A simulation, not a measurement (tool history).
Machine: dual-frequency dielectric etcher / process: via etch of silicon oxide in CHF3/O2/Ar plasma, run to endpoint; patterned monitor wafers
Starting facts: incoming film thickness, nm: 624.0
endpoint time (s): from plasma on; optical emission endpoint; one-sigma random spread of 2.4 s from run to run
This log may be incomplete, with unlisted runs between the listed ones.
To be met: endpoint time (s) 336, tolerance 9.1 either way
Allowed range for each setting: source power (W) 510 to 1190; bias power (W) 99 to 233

Run 1, hour 0: source power (W) 850, bias power (W) 166. Result: endpoint time (s) 287.79.
Run 2, hour 1.5: source power (W) 970, bias power (W) 166. Result: endpoint time (s) 271.42.
Run 3, hour 6.7: source power (W) 900, bias power (W) 161. Result: endpoint time (s) 279.13.
Run 4, hour 10.9: source power (W) 820, bias power (W) 155. Result: endpoint time (s) 292.33.
Run 5, hour 16.7: source power (W) 820, bias power (W) 170. Result: endpoint time (s) 292.93.
Run 6, hour 19.3: source power (W) 820, bias power (W) 157. Result: endpoint time (s) 295.97.
Run 7, hour 27.5: source power (W) 780, bias power (W) 154. Result: endpoint time (s) 310.25.
Run 8, hour 33.4: source power (W) 780, bias power (W) 154. Result: endpoint time (s) 306.06.
Run 9, hour 39.7: source power (W) 610, bias power (W) 140. Result: endpoint time (s) 369.68.
Run 10, hour 47.5: source power (W) 630, bias power (W) 141. Result: endpoint time (s) 353.28.
Run 11, hour 49: source power (W) 640, bias power (W) 142. Result: endpoint time (s) 354.93.
Run 12, hour 51.2: source power (W) 650, bias power (W) 143. Result: endpoint time (s) 346.64.

Which single option among these 4 for the next run brings every result within its allowed miss of target? Just one does.
Run A, hour 53.4: source power (W) 730, bias power (W) 162. Result: endpoint time (s) ?.
Run B, hour 53.4: source power (W) 610, bias power (W) 138. Result: endpoint time (s) ?.
Run C, hour 53.4: source power (W) 720, bias power (W) 129. Result: endpoint time (s) ?.
Run D, hour 53.4: source power (W) 740, bias power (W) 149. Result: endpoint time (s) ?.

move  endpoint time (s)
   A             310.66
   B                361
   C             331.61
   D             314.96
A: moves the result that the last run missed by most past its target, out the other side
B: the biggest miss grows against the last run
C: all results land within tolerance of their targets
D: moves the result that the last run missed by most past its target, out the other side
C meets every target.

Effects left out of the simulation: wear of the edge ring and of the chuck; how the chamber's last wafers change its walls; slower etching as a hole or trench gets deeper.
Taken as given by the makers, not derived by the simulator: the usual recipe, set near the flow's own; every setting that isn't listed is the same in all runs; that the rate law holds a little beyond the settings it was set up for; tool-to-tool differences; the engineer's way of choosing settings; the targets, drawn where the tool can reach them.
